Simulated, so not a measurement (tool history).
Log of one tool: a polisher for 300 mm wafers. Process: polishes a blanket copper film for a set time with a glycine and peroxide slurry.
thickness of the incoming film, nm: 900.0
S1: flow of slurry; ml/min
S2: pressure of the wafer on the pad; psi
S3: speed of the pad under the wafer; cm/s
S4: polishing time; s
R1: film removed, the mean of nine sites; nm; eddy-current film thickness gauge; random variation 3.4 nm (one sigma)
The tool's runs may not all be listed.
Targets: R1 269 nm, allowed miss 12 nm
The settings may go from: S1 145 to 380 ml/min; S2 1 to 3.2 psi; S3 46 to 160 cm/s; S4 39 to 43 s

| run | day | S1 | S2 | S3 | S4 | R1 |
|---|---|---|---|---|---|---|
| 1 | 0 | 245 | 2.1 | 102 | 43 | 209.76 |
| 2 | 0.346 | 245 | 1.6 | 102 | 43 | 167.53 |
| 3 | 0.512 | 270 | 1.6 | 102 | 43 | 173.33 |
| 4 | 0.8 | 270 | 1.6 | 112 | 43 | 182.22 |
| 5 | 0.825 | 270 | 1.6 | 112 | 39 | 168.61 |
| 6 | 0.879 | 270 | 1.9 | 114 | 39 | 189.92 |
| 7 | 1.192 | 270 | 1.9 | 114 | 39 | 192.36 |
| 8 | 1.371 | 270 | 2.1 | 116 | 39 | 209.13 |
| 9 | 1.662 | 270 | 2.3 | 118 | 39 | 224.44 |
| 10 | 1.938 | 270 | 2.4 | 120 | 39 | 236.76 |
| 11 | 2.308 | 270 | 2.4 | 120 | 39 | 236.5 |
| 12 | 2.558 | 270 | 2.5 | 120 | 39 | 244.77 |
| 13 | 2.696 | 270 | 2.6 | 120 | 39 | 249.21 |

5 next moves are on the table. One of them brings every result within its allowed miss. Which?
| A | 2.833 | 275 | 2.6 | 124 | 41 | ? |
| B | 2.833 | 285 | 2.5 | 106 | 41 | ? |
| C | 2.833 | 295 | 2.5 | 114 | 39 | ? |
| D | 2.833 | 195 | 2.9 | 100 | 41 | ? |
| E | 2.833 | 265 | 2.3 | 116 | 39 | ? |

| move | R1 |
|---|---|
| A | 267.67 |
| B | 228.8 |
| C | 231.67 |
| D | 235.72 |
| E | 218.81 |
A: meets every target
B: further off than the last run
C: further off than the last run
D: further off than the last run
E: further off than the last run
The right move is A.
